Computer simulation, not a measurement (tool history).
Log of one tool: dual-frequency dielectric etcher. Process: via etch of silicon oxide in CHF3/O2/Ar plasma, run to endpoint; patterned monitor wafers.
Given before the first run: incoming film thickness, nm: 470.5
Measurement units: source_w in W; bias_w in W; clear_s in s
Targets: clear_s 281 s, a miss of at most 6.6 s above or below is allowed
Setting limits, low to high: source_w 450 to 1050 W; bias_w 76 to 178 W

Run 1, hour 0: source_w 750 W, bias_w 127 W. Result: clear_s 244.11 s.
Run 2, hour 9.1: source_w 750 W, bias_w 115 W. Result: clear_s 252.91 s.
Run 3, hour 15.1: source_w 730 W, bias_w 114 W. Result: clear_s 252.14 s.
Run 4, hour 19.9: source_w 710 W, bias_w 112 W. Result: clear_s 259.5 s.
Run 5, hour 28.7: source_w 850 W, bias_w 112 W. Result: clear_s 238.35 s.
Run 6, hour 33.1: source_w 820 W, bias_w 111 W. Result: clear_s 245.24 s.
Run 7, hour 40.2: source_w 800 W, bias_w 110 W. Result: clear_s 244.29 s.
Run 8, hour 45.6: source_w 780 W, bias_w 109 W. Result: clear_s 247.93 s.
At hour 48: wet clean of the chamber.
Run 9, hour 48: source_w 630 W, bias_w 98 W. Result: clear_s 291.31 s.

Which of these 5 next moves meets every target?
Run A, hour 50.4: source_w 720 W, bias_w 81 W. Result: clear_s ?.
Run B, hour 50.4: source_w 600 W, bias_w 87 W. Result: clear_s ?.
Run C, hour 50.4: source_w 610 W, bias_w 93 W. Result: clear_s ?.
Run D, hour 50.4: source_w 590 W, bias_w 86 W. Result: clear_s ?.
Run E, hour 50.4: source_w 580 W, bias_w 99 W. Result: clear_s ?.

move  clear_s
   A   278.91
   B   302.64
   C   296.23
   D   306.02
   E   300.55
A: every result lands within tolerance
B: further off than the last run
C: further off than the last run
D: further off than the last run
E: further off than the last run
The right move is A.
